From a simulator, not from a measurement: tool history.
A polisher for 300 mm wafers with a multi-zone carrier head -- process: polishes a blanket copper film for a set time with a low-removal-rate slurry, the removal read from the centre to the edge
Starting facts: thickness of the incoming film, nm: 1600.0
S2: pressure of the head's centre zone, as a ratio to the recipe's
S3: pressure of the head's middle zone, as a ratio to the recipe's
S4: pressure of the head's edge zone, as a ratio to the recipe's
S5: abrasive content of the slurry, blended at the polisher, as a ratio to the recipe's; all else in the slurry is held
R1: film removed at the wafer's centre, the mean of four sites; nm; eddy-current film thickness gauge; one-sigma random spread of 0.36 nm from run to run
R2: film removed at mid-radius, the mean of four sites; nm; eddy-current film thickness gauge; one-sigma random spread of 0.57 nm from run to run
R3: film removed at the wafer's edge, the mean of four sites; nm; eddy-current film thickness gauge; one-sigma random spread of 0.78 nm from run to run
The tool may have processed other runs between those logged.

{"run": 1, "hour": 0.0, "flow of slurry (ml/min)": 145, "S2": 1.0, "S3": 1.0, "S4": 1.0, "S5": 1.0, "polishing time (s)": 33, "R1": 96.534, "R2": 93.78, "R3": 99.459}
{"run": 2, "hour": 2.1, "flow of slurry (ml/min)": 140, "S2": 0.98, "S3": 1.0, "S4": 0.99, "S5": 0.95, "polishing time (s)": 32, "R1": 89.807, "R2": 90.284, "R3": 94.943}
{"run": 3, "hour": 4.3, "flow of slurry (ml/min)": 115, "S2": 0.98, "S3": 1.0, "S4": 0.99, "S5": 0.95, "polishing time (s)": 32, "R1": 82.709, "R2": 84.217, "R3": 92.715}
{"run": 4, "hour": 10.9, "flow of slurry (ml/min)": 115, "S2": 0.98, "S3": 1.0, "S4": 0.99, "S5": 0.8, "polishing time (s)": 32, "R1": 78.727, "R2": 78.091, "R3": 86.042}
{"run": 5, "hour": 13.7, "flow of slurry (ml/min)": 115, "S2": 0.96, "S3": 1.0, "S4": 0.98, "S5": 0.75, "polishing time (s)": 32, "R1": 75.647, "R2": 77.662, "R3": 84.578}
{"run": 6, "hour": 17.5, "flow of slurry (ml/min)": 115, "S2": 0.95, "S3": 1.0, "S4": 0.97, "S5": 0.7, "polishing time (s)": 32, "R1": 72.961, "R2": 76.533, "R3": 82.714}
{"hour": 22.6, "done": "slurry nozzle cleaned"}
{"run": 7, "hour": 22.6, "flow of slurry (ml/min)": 115, "S2": 0.95, "S3": 1.0, "S4": 0.97, "S5": 0.7, "polishing time (s)": 32, "R1": 82.65, "R2": 84.723, "R3": 86.615}
{"run": 8, "hour": 24.0, "flow of slurry (ml/min)": 115, "S2": 0.95, "S3": 1.02, "S4": 0.99, "S5": 0.7, "polishing time (s)": 31, "R1": 79.637, "R2": 82.878, "R3": 86.408}
{"run": 9, "hour": 31.4, "flow of slurry (ml/min)": 115, "S2": 0.94, "S3": 1.01, "S4": 0.97, "S5": 0.7, "polishing time (s)": 31, "R1": 78.836, "R2": 82.815, "R3": 85.659}
{"run": 10, "hour": 34.1, "flow of slurry (ml/min)": 110, "S2": 0.93, "S3": 1.0, "S4": 0.97, "S5": 0.7, "polishing time (s)": 30, "R1": 75.154, "R2": 79.514, "R3": 82.951}
{"run": 11, "hour": 38.2, "flow of slurry (ml/min)": 85, "S2": 0.83, "S3": 0.96, "S4": 0.94, "S5": 0.5, "polishing time (s)": 26, "R1": 46.635, "R2": 53.163, "R3": 58.343}
{"run": 12, "hour": 43.5, "flow of slurry (ml/min)": 90, "S2": 0.83, "S3": 0.96, "S4": 0.95, "S5": 0.5, "polishing time (s)": 26, "R1": 47.283, "R2": 55.218, "R3": 57.797}
{"run": 13, "hour": 49.7, "flow of slurry (ml/min)": 95, "S2": 0.83, "S3": 0.96, "S4": 0.97, "S5": 0.55, "polishing time (s)": 26, "R1": 50.314, "R2": 58.682, "R3": 62.668}
{"run": 14, "hour": 55.4, "flow of slurry (ml/min)": 95, "S2": 0.83, "S3": 0.96, "S4": 0.98, "S5": 0.55, "polishing time (s)": 26, "R1": 50.535, "R2": 57.805, "R3": 62.58}
{"run": 15, "hour": 57.0, "flow of slurry (ml/min)": 95, "S2": 0.83, "S3": 0.96, "S4": 0.99, "S5": 0.55, "polishing time (s)": 26, "R1": 50.136, "R2": 56.697, "R3": 63.776}
{"run": 16, "hour": 59.7, "flow of slurry (ml/min)": 100, "S2": 0.83, "S3": 0.96, "S4": 0.99, "S5": 0.55, "polishing time (s)": 26, "R1": 51.246, "R2": 59.188, "R3": 64.557}
{"run": 17, "hour": 63.3, "flow of slurry (ml/min)": 115, "S2": 0.83, "S3": 0.96, "S4": 1.0, "S5": 0.55, "polishing time (s)": 26, "R1": 52.628, "R2": 60.146, "R3": 64.335}

Run 18, settings as shown, results not yet in. Your forecast:
{"run": 18, "hour": 71.2, "flow of slurry (ml/min)": 115, "S2": 0.83, "S3": 0.96, "S4": 1.01, "S5": 0.55, "polishing time (s)": 26, "R1": "?", "R2": "?", "R3": "?"}

R1: 53.490 nm
R2: 60.706 nm
R3: 65.922 nm
